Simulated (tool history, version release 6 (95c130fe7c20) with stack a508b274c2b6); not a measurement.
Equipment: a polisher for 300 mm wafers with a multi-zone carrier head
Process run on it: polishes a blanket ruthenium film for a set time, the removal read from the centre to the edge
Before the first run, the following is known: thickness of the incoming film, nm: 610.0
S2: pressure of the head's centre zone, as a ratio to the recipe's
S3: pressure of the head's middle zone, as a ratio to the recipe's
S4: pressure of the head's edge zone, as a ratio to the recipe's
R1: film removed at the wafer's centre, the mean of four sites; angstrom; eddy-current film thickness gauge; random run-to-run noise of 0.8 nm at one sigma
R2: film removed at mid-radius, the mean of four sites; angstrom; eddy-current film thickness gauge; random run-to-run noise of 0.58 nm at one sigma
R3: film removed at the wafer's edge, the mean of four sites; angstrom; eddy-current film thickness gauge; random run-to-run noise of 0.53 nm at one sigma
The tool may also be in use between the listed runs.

{"run": 1, "hour": 0.0, "flow of slurry (ml/min)": 230, "S2": 1.0, "S3": 1.0, "S4": 1.0, "polishing time (s)": 69, "R1": 724.2, "R2": 707.54, "R3": 771.07}
{"run": 2, "hour": 5.6, "flow of slurry (ml/min)": 230, "S2": 0.96, "S3": 1.0, "S4": 1.0, "polishing time (s)": 69, "R1": 718.6, "R2": 720.3, "R3": 771.65}
{"run": 3, "hour": 12.3, "flow of slurry (ml/min)": 230, "S2": 0.96, "S3": 0.95, "S4": 1.0, "polishing time (s)": 69, "R1": 701.85, "R2": 692.48, "R3": 752.67}
{"run": 4, "hour": 16.6, "flow of slurry (ml/min)": 185, "S2": 0.96, "S3": 0.95, "S4": 1.0, "polishing time (s)": 69, "R1": 676.45, "R2": 668.55, "R3": 760.06}
{"run": 5, "hour": 20.1, "flow of slurry (ml/min)": 185, "S2": 0.96, "S3": 0.95, "S4": 1.04, "polishing time (s)": 69, "R1": 675.57, "R2": 665.44, "R3": 780.17}
{"run": 6, "hour": 24.6, "flow of slurry (ml/min)": 185, "S2": 0.96, "S3": 0.95, "S4": 1.04, "polishing time (s)": 86, "R1": 853.4, "R2": 836.67, "R3": 965.14}

For run 7, what comes out?
{"run": 7, "hour": 29.2, "flow of slurry (ml/min)": 210, "S2": 0.93, "S3": 0.98, "S4": 0.98, "polishing time (s)": 78, "R1": "?", "R2": "?", "R3": "?"}

R1: 772.87 angstrom
R2: 782.95 angstrom
R3: 851.87 angstrom
